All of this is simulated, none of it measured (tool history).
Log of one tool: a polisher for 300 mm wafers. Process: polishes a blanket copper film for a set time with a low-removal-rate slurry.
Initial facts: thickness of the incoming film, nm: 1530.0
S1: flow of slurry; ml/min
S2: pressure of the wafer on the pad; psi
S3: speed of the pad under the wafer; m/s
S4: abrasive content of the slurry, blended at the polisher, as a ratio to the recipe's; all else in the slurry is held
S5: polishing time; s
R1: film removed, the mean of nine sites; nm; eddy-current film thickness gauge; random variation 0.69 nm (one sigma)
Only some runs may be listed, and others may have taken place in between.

run,hour,S1,S2,S3,S4,S5,R1
1,0,265,2.8,0.86,1,76,207.76
2,4.6,325,2.8,0.86,1,76,211.37
3,11.1,325,2.5,0.86,1,76,191.25
4,13.5,320,2.2,0.82,1,76,163.47
5,18.4,280,2.2,0.82,1,76,160.88
6,20.3,275,2,0.8,1,76,144.81
7,27.2,265,1.8,0.78,1,76,128.61
8,34.2,255,1.7,0.78,1,76,122.73
9,41.4,245,1.6,0.78,1,76,115.74
10,47,230,1.6,0.78,1,76,114.58
11,52,220,1.6,0.78,1,76,112.51
12,58.5,210,1.6,0.78,1,76,113.05
13,65.4,200,1.6,0.78,1,76,112.77

What will run 14 give?
14,71.4,195,1.6,0.78,1,76,?

Run 14 produced R1 113.33 nm.
